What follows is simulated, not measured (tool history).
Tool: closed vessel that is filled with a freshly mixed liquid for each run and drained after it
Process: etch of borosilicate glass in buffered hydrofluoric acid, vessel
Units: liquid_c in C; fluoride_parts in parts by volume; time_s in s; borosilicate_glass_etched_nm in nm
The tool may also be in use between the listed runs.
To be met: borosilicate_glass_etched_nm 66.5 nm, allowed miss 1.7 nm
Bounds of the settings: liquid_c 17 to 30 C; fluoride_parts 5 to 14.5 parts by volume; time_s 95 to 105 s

{"run": 1, "hour": 0.0, "liquid_c": 22, "fluoride_parts": 9, "time_s": 95, "borosilicate_glass_etched_nm": 117.19}
{"run": 2, "hour": 2.4, "liquid_c": 22, "fluoride_parts": 9, "time_s": 95, "borosilicate_glass_etched_nm": 116.45}
{"run": 3, "hour": 10.3, "liquid_c": 22, "fluoride_parts": 9, "time_s": 95, "borosilicate_glass_etched_nm": 117.99}
{"run": 4, "hour": 19.3, "liquid_c": 22, "fluoride_parts": 9, "time_s": 105, "borosilicate_glass_etched_nm": 128.64}
{"run": 5, "hour": 22.1, "liquid_c": 22, "fluoride_parts": 9, "time_s": 95, "borosilicate_glass_etched_nm": 116.77}
{"run": 6, "hour": 25.2, "liquid_c": 21, "fluoride_parts": 9.5, "time_s": 95, "borosilicate_glass_etched_nm": 107.61}
{"run": 7, "hour": 32.7, "liquid_c": 20, "fluoride_parts": 10.5, "time_s": 95, "borosilicate_glass_etched_nm": 93.171}
{"run": 8, "hour": 38.8, "liquid_c": 19.5, "fluoride_parts": 11, "time_s": 95, "borosilicate_glass_etched_nm": 87.941}
{"run": 9, "hour": 41.4, "liquid_c": 19, "fluoride_parts": 11.5, "time_s": 95, "borosilicate_glass_etched_nm": 80.556}
{"run": 10, "hour": 44.8, "liquid_c": 19, "fluoride_parts": 11.5, "time_s": 95, "borosilicate_glass_etched_nm": 82.199}

4 next moves are on the table. One of them brings every result within its allowed miss. Which?
{"run": "A", "hour": 48.2, "liquid_c": 22, "fluoride_parts": 12.5, "time_s": 95, "borosilicate_glass_etched_nm": "?"}
{"run": "B", "hour": 48.2, "liquid_c": 20.5, "fluoride_parts": 11, "time_s": 100, "borosilicate_glass_etched_nm": "?"}
{"run": "C", "hour": 48.2, "liquid_c": 17, "fluoride_parts": 12.5, "time_s": 95, "borosilicate_glass_etched_nm": "?"}
{"run": "D", "hour": 48.2, "liquid_c": 17.5, "fluoride_parts": 9.5, "time_s": 105, "borosilicate_glass_etched_nm": "?"}

move=A borosilicate_glass_etched_nm=86.725
move=B borosilicate_glass_etched_nm=95.469
move=C borosilicate_glass_etched_nm=65.865
move=D borosilicate_glass_etched_nm=96.525
A: further off than the last run
B: further off than the last run
C: meets every target
D: further off than the last run
Answer: C
